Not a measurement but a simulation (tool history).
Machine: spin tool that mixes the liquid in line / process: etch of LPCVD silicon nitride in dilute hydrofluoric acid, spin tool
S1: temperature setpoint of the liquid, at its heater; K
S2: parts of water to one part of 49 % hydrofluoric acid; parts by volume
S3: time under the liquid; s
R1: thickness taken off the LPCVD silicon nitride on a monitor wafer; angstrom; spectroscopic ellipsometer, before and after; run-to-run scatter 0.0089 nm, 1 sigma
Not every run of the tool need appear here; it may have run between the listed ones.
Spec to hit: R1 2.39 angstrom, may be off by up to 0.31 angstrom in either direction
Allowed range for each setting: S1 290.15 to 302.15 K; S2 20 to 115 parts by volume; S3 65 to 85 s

Run 1, hour 0: S1 294.15 K, S2 65 parts by volume, S3 85 s. Result: R1 4.7311 angstrom.
Run 2, hour 3.6: S1 296.15 K, S2 65 parts by volume, S3 85 s. Result: R1 5.7731 angstrom.
Run 3, hour 7.7: S1 296.15 K, S2 85 parts by volume, S3 85 s. Result: R1 4.3954 angstrom.
Run 4, hour 16.5: S1 295.65 K, S2 85 parts by volume, S3 85 s. Result: R1 4.1546 angstrom.
Run 5, hour 19.8: S1 295.15 K, S2 85 parts by volume, S3 85 s. Result: R1 3.9191 angstrom.
Run 6, hour 22.2: S1 294.65 K, S2 85 parts by volume, S3 85 s. Result: R1 3.8192 angstrom.
Run 7, hour 29.9: S1 294.15 K, S2 85 parts by volume, S3 85 s. Result: R1 3.7379 angstrom.
Run 8, hour 35: S1 293.65 K, S2 85 parts by volume, S3 85 s. Result: R1 3.7974 angstrom.
Run 9, hour 37.9: S1 293.65 K, S2 90 parts by volume, S3 80 s. Result: R1 3.1968 angstrom.
Run 10, hour 44.3: S1 293.15 K, S2 90 parts by volume, S3 80 s. Result: R1 2.9348 angstrom.

Exactly one of the 5 candidate moves below puts every result within its allowed miss. Which one?
Run A, hour 50.7: S1 293.15 K, S2 85 parts by volume, S3 80 s. Result: R1 ?.
Run B, hour 50.7: S1 295.65 K, S2 95 parts by volume, S3 70 s. Result: R1 ?.
Run C, hour 50.7: S1 290.15 K, S2 105 parts by volume, S3 65 s. Result: R1 ?.
Run D, hour 50.7: S1 293.15 K, S2 115 parts by volume, S3 75 s. Result: R1 ?.
Run E, hour 50.7: S1 293.65 K, S2 85 parts by volume, S3 75 s. Result: R1 ?.

move      R1
   A  3.4783
   B  3.2326
   C  1.8707
   D  2.4278
   E  3.3743
A: moves away from the targets compared with the last run
B: moves away from the targets compared with the last run
C: takes the biggest miss from the last run beyond its target
D: in spec on every target
E: moves away from the targets compared with the last run
Answer: D

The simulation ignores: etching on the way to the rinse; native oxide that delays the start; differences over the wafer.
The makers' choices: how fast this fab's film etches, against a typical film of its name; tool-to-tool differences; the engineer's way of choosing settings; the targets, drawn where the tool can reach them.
